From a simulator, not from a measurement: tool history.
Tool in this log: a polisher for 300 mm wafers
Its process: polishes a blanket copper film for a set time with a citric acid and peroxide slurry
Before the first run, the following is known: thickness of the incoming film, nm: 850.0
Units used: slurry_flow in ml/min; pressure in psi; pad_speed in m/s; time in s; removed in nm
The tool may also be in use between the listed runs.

run	day	slurry_flow	pressure	pad_speed	slurry_solids	time	removed
1	0	310	3.9	0.92	1	48	109.15
2	0.221	310	4.6	0.92	1	48	125.15
3	0.279	310	4.2	0.92	1	48	117.63
4	0.592	310	4.2	1.04	1	48	129.48
5	0.854	310	4.2	1.04	0.9	48	127.74
6	1.012	310	3.8	1.04	0.9	48	117.31
7	1.325	310	3.5	1.04	0.9	48	107.6

What does the tool deliver on the next run?
8	1.646	310	3.3	1.04	0.9	48	?

Run 8 came out at removed 103.46 nm.

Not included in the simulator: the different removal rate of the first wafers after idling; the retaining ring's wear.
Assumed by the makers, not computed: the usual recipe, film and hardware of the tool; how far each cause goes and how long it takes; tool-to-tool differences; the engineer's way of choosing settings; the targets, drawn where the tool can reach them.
